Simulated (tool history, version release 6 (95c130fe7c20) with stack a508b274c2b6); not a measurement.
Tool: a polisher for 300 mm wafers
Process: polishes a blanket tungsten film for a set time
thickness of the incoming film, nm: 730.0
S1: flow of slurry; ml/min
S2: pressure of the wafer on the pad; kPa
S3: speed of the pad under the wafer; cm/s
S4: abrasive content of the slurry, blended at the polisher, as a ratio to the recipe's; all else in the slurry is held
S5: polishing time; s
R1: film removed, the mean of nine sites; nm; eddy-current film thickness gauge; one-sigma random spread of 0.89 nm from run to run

run 1 hour=0 | S1=160 S2=29 S3=112 S4=1 S5=31 | R1=149.26
run 2 hour=2.6 | S1=195 S2=29 S3=112 S4=1 S5=31 | R1=155.59
run 3 hour=4.4 | S1=190 S2=26.9 S3=112 S4=1 S5=31 | R1=148.08
run 4 hour=7.9 | S1=190 S2=26.9 S3=112 S4=0.85 S5=31 | R1=138.85
run 5 hour=15.3 | S1=185 S2=25.5 S3=112 S4=0.85 S5=31 | R1=129.29
run 6 hour=20.7 | S1=200 S2=25.5 S3=112 S4=0.85 S5=31 | R1=132.71
run 7 hour=24 | S1=195 S2=24.1 S3=112 S4=0.85 S5=31 | R1=124.37
run 8 hour=32.3 | S1=190 S2=23.4 S3=112 S4=0.85 S5=31 | R1=123.37

Run 9 is up next; what results do you expect?
run 9 hour=38.2 | S1=185 S2=22.1 S3=112 S4=0.85 S5=31 | R1=?

Run 9 produced R1 116.87 nm.

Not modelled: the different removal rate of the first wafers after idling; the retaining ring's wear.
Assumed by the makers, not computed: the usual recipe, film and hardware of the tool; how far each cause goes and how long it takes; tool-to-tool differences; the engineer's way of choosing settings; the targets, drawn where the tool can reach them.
